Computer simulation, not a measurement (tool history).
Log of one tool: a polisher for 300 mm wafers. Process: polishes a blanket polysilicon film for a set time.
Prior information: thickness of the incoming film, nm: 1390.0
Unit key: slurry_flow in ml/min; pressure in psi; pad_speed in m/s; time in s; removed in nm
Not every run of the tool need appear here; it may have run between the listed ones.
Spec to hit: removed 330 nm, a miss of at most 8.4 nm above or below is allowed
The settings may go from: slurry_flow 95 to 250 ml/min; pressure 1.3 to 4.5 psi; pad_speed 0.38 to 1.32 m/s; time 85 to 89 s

run	day	slurry_flow	pressure	pad_speed	time	removed
1	0	160	2.9	0.84	85	548.4
2	0.083	160	2.9	1.06	85	684.02
3	0.125	190	2.9	1.06	85	702.82
4	0.221	185	2.7	1.04	85	639.58
5	0.512	205	2.7	1.04	85	643.89
6	0.575	205	2.5	1.02	85	589.45
7	0.883	205	2.3	1	85	535.13
8	1.175	160	1.5	0.92	85	314.67
9	1.35	165	1.5	0.92	85	319.07
10	1.533	175	1.5	0.92	85	321.49

Consider the 4 candidate settings below. Which is the only one whose results all fall within their allowed miss of target?
A	1.717	175	1.8	0.76	88	?
B	1.717	165	1.4	0.96	85	?
C	1.717	215	1.3	1	85	?
D	1.717	180	1.4	0.96	85	?

move	removed
A	329.31
B	312.45
C	312.22
D	315.56
A: every result within its allowed miss
B: moves away from the targets compared with the last run
C: moves away from the targets compared with the last run
D: moves away from the targets compared with the last run
Go with A: it meets all targets.

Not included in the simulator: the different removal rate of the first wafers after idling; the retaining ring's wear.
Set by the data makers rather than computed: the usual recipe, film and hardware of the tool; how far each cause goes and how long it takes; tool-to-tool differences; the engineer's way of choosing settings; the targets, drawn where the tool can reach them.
